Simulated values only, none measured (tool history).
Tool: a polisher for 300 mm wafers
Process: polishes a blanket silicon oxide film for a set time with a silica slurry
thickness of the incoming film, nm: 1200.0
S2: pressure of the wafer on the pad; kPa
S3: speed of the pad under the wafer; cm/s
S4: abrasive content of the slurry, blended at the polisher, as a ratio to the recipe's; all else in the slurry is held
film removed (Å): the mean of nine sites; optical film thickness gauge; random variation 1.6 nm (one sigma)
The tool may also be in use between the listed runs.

Run 1, hour 0.0: flow of slurry (ml/min) 245, S2 28.3 kPa, S3 92 cm/s, S4 1.0, polishing time (s) 80. Result: film removed (Å) 1806.6.
Run 2, hour 3.4: flow of slurry (ml/min) 245, S2 26.9 kPa, S3 92 cm/s, S4 1.0, polishing time (s) 80. Result: film removed (Å) 1743.5.
Run 3, hour 4.8: flow of slurry (ml/min) 280, S2 26.9 kPa, S3 92 cm/s, S4 1.0, polishing time (s) 80. Result: film removed (Å) 1774.7.
Run 4, hour 12.8: flow of slurry (ml/min) 280, S2 26.9 kPa, S3 92 cm/s, S4 1.0, polishing time (s) 84. Result: film removed (Å) 1845.0.
Run 5, hour 17.8: flow of slurry (ml/min) 280, S2 26.9 kPa, S3 92 cm/s, S4 1.0, polishing time (s) 84. Result: film removed (Å) 1842.6.
Run 6, hour 22.2: flow of slurry (ml/min) 280, S2 24.8 kPa, S3 92 cm/s, S4 1.0, polishing time (s) 84. Result: film removed (Å) 1718.4.
Run 7, hour 29.9: flow of slurry (ml/min) 280, S2 23.4 kPa, S3 92 cm/s, S4 1.0, polishing time (s) 84. Result: film removed (Å) 1616.6.
Run 8, hour 34.6: flow of slurry (ml/min) 280, S2 22.8 kPa, S3 92 cm/s, S4 1.0, polishing time (s) 84. Result: film removed (Å) 1626.4.

Forecast run 9:
Run 9, hour 42.8: flow of slurry (ml/min) 280, S2 22.1 kPa, S3 92 cm/s, S4 1.0, polishing time (s) 84. Result: film removed (Å) ?.

{"run 9": {"film removed (Å)": 1582.8}}
